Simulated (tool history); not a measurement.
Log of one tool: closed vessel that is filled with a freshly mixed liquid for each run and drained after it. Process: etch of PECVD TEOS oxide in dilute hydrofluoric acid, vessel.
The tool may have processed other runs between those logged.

| run | day | temperature setpoint of the liquid (K) | parts of water to one part of 49 % hydrofluoric acid (parts by volume) | time in the liquid (s) | thickness taken off the PECVD TEOS oxide on a monitor wafer (angstrom) |
|---|---|---|---|---|---|
| 1 | 0 | 295.15 | 235 | 675 | 189.25 |
| 2 | 0.138 | 293.65 | 260 | 675 | 157.57 |
| 3 | 0.429 | 293.65 | 260 | 715 | 168.36 |
| 4 | 0.508 | 292.65 | 275 | 715 | 154.34 |
| 5 | 0.683 | 291.65 | 290 | 715 | 134.08 |
| 6 | 1.033 | 291.65 | 290 | 675 | 129.79 |
| 7 | 1.342 | 291.15 | 300 | 675 | 120.72 |

Estimate the outcome of run 8 from the log above:
| 8 | 1.675 | 290.65 | 305 | 675 | ? |

{"run 8": {"thickness taken off the PECVD TEOS oxide on a monitor wafer (angstrom)": 116.49}}

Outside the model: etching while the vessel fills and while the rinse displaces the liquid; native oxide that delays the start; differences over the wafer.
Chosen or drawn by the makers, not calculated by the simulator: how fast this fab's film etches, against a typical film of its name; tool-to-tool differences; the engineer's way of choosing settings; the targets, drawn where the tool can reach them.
